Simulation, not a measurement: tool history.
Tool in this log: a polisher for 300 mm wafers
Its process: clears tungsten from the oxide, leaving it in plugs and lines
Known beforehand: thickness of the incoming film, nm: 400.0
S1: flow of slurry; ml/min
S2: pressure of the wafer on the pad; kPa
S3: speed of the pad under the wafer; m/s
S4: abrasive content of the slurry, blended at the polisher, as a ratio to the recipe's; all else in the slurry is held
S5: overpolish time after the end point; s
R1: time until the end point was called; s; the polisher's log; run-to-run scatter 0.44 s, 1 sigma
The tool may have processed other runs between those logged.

Run 1, hour 0: S1 125 ml/min, S2 21.4 kPa, S3 1.32 m/s, S4 1, S5 9 s. Result: R1 67.598 s.
Run 2, hour 5.4: S1 125 ml/min, S2 21.4 kPa, S3 1.58 m/s, S4 1, S5 9 s. Result: R1 57.557 s.
Run 3, hour 9: S1 125 ml/min, S2 21.4 kPa, S3 1.3 m/s, S4 1, S5 9 s. Result: R1 68.676 s.
Run 4, hour 16: S1 130 ml/min, S2 23.4 kPa, S3 1.3 m/s, S4 1, S5 9 s. Result: R1 63.105 s.
Run 5, hour 20.6: S1 130 ml/min, S2 25.5 kPa, S3 1.3 m/s, S4 1, S5 9 s. Result: R1 58.212 s.
Run 6, hour 24.1: S1 135 ml/min, S2 26.9 kPa, S3 1.3 m/s, S4 1, S5 9 s. Result: R1 54.853 s.

Forecast run 7:
Run 7, hour 27.4: S1 135 ml/min, S2 28.3 kPa, S3 1.3 m/s, S4 1, S5 9 s. Result: R1 ?.

{"run 7": {"R1": 52.786}}

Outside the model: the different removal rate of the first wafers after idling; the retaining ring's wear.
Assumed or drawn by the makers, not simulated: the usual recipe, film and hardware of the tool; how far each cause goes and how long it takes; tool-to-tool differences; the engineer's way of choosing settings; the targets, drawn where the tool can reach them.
